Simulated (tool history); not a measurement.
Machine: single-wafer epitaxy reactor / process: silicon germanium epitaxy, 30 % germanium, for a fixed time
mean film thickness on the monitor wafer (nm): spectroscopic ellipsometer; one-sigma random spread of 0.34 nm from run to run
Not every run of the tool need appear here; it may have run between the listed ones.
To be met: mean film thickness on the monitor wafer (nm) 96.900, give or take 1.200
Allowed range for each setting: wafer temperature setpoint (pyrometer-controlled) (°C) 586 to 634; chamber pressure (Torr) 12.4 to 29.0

run	day	wafer temperature setpoint (pyrometer-controlled) (°C)	chamber pressure (Torr)	mean film thickness on the monitor wafer (nm)
1	0.000	610	20.7	75.127
2	0.362	612	20.7	77.744
3	0.667	614	20.7	80.167
4	0.788	614	18.5	75.825
5	0.838	609	18.5	70.291
# day 0.892: capacitance manometer re-zeroed and calibrated
6	0.892	609	15.8	64.728
7	1.183	621	16.0	79.035
8	1.379	633	16.1	94.466
9	1.596	633	16.2	94.989

Exercise: of the 5 proposed moves below, exactly one satisfies all targets within the stated allowed misses. Which move is it?
A	1.812	630	17.8	?
B	1.812	634	14.7	?
C	1.812	634	16.7	?
D	1.812	632	15.5	?
E	1.812	627	19.7	?

move	mean film thickness on the monitor wafer (nm)
A	94.857
B	92.777
C	98.026
D	92.120
E	94.645
A: the biggest miss grows against the last run
B: the biggest miss grows against the last run
C: each result inside its tolerance
D: the biggest miss grows against the last run
E: the biggest miss grows against the last run
Answer: C
